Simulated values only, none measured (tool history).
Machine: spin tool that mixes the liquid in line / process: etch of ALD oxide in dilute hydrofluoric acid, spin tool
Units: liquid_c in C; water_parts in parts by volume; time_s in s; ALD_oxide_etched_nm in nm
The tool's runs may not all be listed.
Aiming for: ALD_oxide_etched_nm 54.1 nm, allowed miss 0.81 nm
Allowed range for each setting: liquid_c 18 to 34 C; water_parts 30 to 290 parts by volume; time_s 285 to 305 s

{"run": 1, "hour": 0.0, "liquid_c": 26, "water_parts": 160, "time_s": 285, "ALD_oxide_etched_nm": 29.967}
{"run": 2, "hour": 2.1, "liquid_c": 26, "water_parts": 160, "time_s": 305, "ALD_oxide_etched_nm": 32.344}
{"run": 3, "hour": 7.0, "liquid_c": 26, "water_parts": 125, "time_s": 305, "ALD_oxide_etched_nm": 42.978}
{"run": 4, "hour": 12.7, "liquid_c": 26, "water_parts": 125, "time_s": 285, "ALD_oxide_etched_nm": 40.367}
{"run": 5, "hour": 13.8, "liquid_c": 26, "water_parts": 125, "time_s": 305, "ALD_oxide_etched_nm": 43.423}
{"run": 6, "hour": 19.4, "liquid_c": 26, "water_parts": 170, "time_s": 305, "ALD_oxide_etched_nm": 30.046}
{"run": 7, "hour": 21.7, "liquid_c": 26, "water_parts": 170, "time_s": 305, "ALD_oxide_etched_nm": 30.259}
{"run": 8, "hour": 22.5, "liquid_c": 27, "water_parts": 165, "time_s": 305, "ALD_oxide_etched_nm": 32.226}
{"run": 9, "hour": 27.2, "liquid_c": 28, "water_parts": 160, "time_s": 305, "ALD_oxide_etched_nm": 34.784}

5 next moves are on the table. One of them brings every result within its allowed miss. Which?
{"run": "A", "hour": 31.9, "liquid_c": 31, "water_parts": 95, "time_s": 305, "ALD_oxide_etched_nm": "?"}
{"run": "B", "hour": 31.9, "liquid_c": 27, "water_parts": 110, "time_s": 305, "ALD_oxide_etched_nm": "?"}
{"run": "C", "hour": 31.9, "liquid_c": 28, "water_parts": 100, "time_s": 300, "ALD_oxide_etched_nm": "?"}
{"run": "D", "hour": 31.9, "liquid_c": 29.5, "water_parts": 120, "time_s": 305, "ALD_oxide_etched_nm": "?"}
{"run": "E", "hour": 31.9, "liquid_c": 33.5, "water_parts": 130, "time_s": 305, "ALD_oxide_etched_nm": "?"}

move=A ALD_oxide_etched_nm=71.311
move=B ALD_oxide_etched_nm=51.87
move=C ALD_oxide_etched_nm=59.084
move=D ALD_oxide_etched_nm=51.551
move=E ALD_oxide_etched_nm=54.222
A: pushes the last run's worst result past its target
B: better than the last run, though not everything is in spec
C: pushes the last run's worst result past its target
D: better than the last run, though not everything is in spec
E: in spec on every target
E is the move that brings every result within its allowed miss.
